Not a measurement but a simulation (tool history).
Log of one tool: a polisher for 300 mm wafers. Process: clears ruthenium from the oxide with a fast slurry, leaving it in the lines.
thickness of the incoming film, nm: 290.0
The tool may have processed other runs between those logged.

| run | day | flow of slurry (ml/min) | pressure of the wafer on the pad (kPa) | speed of the pad under the wafer (cm/s) | abrasive content of the slurry | overpolish time after the end point (s) | time until the end point was called (s) | dishing of a wide line in a test structure (nm) |
|---|---|---|---|---|---|---|---|---|
| 1 | 0.000 | 210 | 18.6 | 120 | 1.00 | 28 | 59.141 | 92.850 |
| 2 | 0.025 | 210 | 18.6 | 120 | 1.15 | 28 | 55.825 | 101.630 |
| 3 | 0.200 | 210 | 20.0 | 120 | 1.15 | 25 | 52.155 | 94.713 |
| 4 | 0.250 | 235 | 20.0 | 120 | 1.15 | 25 | 50.663 | 91.651 |
| 5 | 0.333 | 235 | 20.0 | 120 | 1.00 | 25 | 54.558 | 89.983 |
| 6 | 0.379 | 235 | 20.0 | 146 | 1.00 | 25 | 47.432 | 103.230 |
| 7 | 0.696 | 235 | 20.7 | 146 | 1.00 | 23 | 45.566 | 98.624 |
| 8 | 0.850 | 235 | 20.7 | 146 | 1.00 | 23 | 45.334 | 102.440 |

Run 9 is up next; what results do you expect?
| 9 | 1.108 | 240 | 21.4 | 146 | 1.00 | 22 | ? | ? |

Logged for run 9: time until the end point was called (s) 42.871, dishing of a wide line in a test structure (nm) 98.826.
